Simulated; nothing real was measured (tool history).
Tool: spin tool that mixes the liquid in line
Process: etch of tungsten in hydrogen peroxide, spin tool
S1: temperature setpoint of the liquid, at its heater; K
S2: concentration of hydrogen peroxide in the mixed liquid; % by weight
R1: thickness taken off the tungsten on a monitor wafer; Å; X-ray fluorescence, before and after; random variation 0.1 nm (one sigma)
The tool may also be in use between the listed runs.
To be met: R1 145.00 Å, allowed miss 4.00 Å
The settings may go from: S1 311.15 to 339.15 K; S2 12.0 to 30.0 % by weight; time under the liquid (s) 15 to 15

run 1 hour=0.0 | S1=327.15 S2=23.0 time_under_the_liquid_(s)=15 | R1=191.11
run 2 hour=7.4 | S1=326.15 S2=23.0 time_under_the_liquid_(s)=15 | R1=181.78
run 3 hour=8.5 | S1=325.15 S2=23.0 time_under_the_liquid_(s)=15 | R1=170.43
run 4 hour=17.0 | S1=325.15 S2=23.0 time_under_the_liquid_(s)=15 | R1=170.60
run 5 hour=19.9 | S1=329.15 S2=23.0 time_under_the_liquid_(s)=15 | R1=214.85
run 6 hour=24.7 | S1=329.15 S2=23.0 time_under_the_liquid_(s)=15 | R1=212.58
run 7 hour=30.3 | S1=329.15 S2=23.0 time_under_the_liquid_(s)=15 | R1=218.04
run 8 hour=38.5 | S1=321.15 S2=23.0 time_under_the_liquid_(s)=15 | R1=132.42
run 9 hour=42.0 | S1=321.65 S2=23.0 time_under_the_liquid_(s)=15 | R1=135.76

Which of these 5 next moves meets every target?
run A hour=45.5 | S1=324.65 S2=21.0 time_under_the_liquid_(s)=15 | R1=?
run B hour=45.5 | S1=322.15 S2=24.0 time_under_the_liquid_(s)=15 | R1=?
run C hour=45.5 | S1=322.15 S2=20.5 time_under_the_liquid_(s)=15 | R1=?
run D hour=45.5 | S1=321.15 S2=21.0 time_under_the_liquid_(s)=15 | R1=?
run E hour=45.5 | S1=323.15 S2=23.5 time_under_the_liquid_(s)=15 | R1=?

move=A R1=156.92
move=B R1=144.02
move=C R1=133.11
move=D R1=126.66
move=E R1=151.52
A: takes the result that was furthest off past its target
B: meets every target
C: further off than the last run
D: further off than the last run
E: takes the result that was furthest off past its target
The right move is B.
